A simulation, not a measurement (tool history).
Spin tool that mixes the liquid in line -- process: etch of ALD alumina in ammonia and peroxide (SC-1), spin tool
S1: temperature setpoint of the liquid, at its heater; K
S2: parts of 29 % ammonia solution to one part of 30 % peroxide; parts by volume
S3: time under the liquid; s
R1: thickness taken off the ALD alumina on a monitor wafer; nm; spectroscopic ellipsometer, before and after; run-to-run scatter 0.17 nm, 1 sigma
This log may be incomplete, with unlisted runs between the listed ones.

run 1 day=0 | S1=329.15 S2=0.95 S3=190 | R1=15.215
run 2 day=0.342 | S1=333.15 S2=0.95 S3=190 | R1=18.694
run 3 day=0.554 | S1=327.15 S2=0.95 S3=190 | R1=13.752
run 4 day=0.775 | S1=332.65 S2=0.95 S3=190 | R1=18.46
run 5 day=0.929 | S1=333.15 S2=0.95 S3=190 | R1=18.722
run 6 day=0.967 | S1=333.65 S2=0.95 S3=190 | R1=19.245
run 7 day=1.092 | S1=334.15 S2=0.95 S3=190 | R1=19.838
run 8 day=1.358 | S1=334.65 S2=0.95 S3=190 | R1=20.459
run 9 day=1.65 | S1=335.15 S2=0.95 S3=190 | R1=20.957

Predict the results of run 10:
run 10 day=1.958 | S1=335.65 S2=0.95 S3=190 | R1=?

Run 10 came out at R1 21.71 nm.
